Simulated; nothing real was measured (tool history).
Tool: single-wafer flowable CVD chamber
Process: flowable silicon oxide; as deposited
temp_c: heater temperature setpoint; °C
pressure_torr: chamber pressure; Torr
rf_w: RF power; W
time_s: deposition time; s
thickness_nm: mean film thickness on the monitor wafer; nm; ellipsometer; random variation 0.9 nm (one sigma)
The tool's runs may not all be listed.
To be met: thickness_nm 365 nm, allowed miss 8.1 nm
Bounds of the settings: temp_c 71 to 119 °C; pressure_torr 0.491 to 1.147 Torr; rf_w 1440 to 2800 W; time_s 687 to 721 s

run 1 hour=0 | temp_c=95 pressure_torr=0.819 rf_w=2120 time_s=721 | thickness_nm=581.85
run 2 hour=0.8 | temp_c=100 pressure_torr=0.818 rf_w=2120 time_s=721 | thickness_nm=499.59
run 3 hour=5.2 | temp_c=91 pressure_torr=0.818 rf_w=2120 time_s=721 | thickness_nm=659.1
run 4 hour=10.9 | temp_c=91 pressure_torr=0.818 rf_w=1900 time_s=721 | thickness_nm=649.42
run 5 hour=17.1 | temp_c=97 pressure_torr=0.817 rf_w=1900 time_s=721 | thickness_nm=535.79
run 6 hour=18.6 | temp_c=97 pressure_torr=0.742 rf_w=1900 time_s=721 | thickness_nm=485.37
run 7 hour=19.1 | temp_c=100 pressure_torr=0.741 rf_w=1900 time_s=721 | thickness_nm=441.42
run 8 hour=21.4 | temp_c=100 pressure_torr=0.741 rf_w=1900 time_s=721 | thickness_nm=442.98
run 9 hour=28.8 | temp_c=102 pressure_torr=0.741 rf_w=1900 time_s=721 | thickness_nm=416.08
run 10 hour=33.9 | temp_c=103 pressure_torr=0.741 rf_w=1900 time_s=721 | thickness_nm=402.39
run 11 hour=38.1 | temp_c=104 pressure_torr=0.741 rf_w=1900 time_s=721 | thickness_nm=389.21
run 12 hour=41.9 | temp_c=105 pressure_torr=0.741 rf_w=1900 time_s=721 | thickness_nm=378.07

4 next moves are on the table. One of them brings every result within its allowed miss. Which?
run A hour=45.7 | temp_c=111 pressure_torr=0.846 rf_w=2210 time_s=717 | thickness_nm=?
run B hour=45.7 | temp_c=102 pressure_torr=0.724 rf_w=1815 time_s=709 | thickness_nm=?
run C hour=45.7 | temp_c=100 pressure_torr=0.681 rf_w=2065 time_s=689 | thickness_nm=?
run D hour=45.7 | temp_c=107 pressure_torr=0.84 rf_w=2000 time_s=721 | thickness_nm=?

move=A thickness_nm=363.27
move=B thickness_nm=396.52
move=C thickness_nm=396.35
move=D thickness_nm=404.37
A: meets every target
B: further off than the last run
C: further off than the last run
D: further off than the last run
Move A is the one to make.
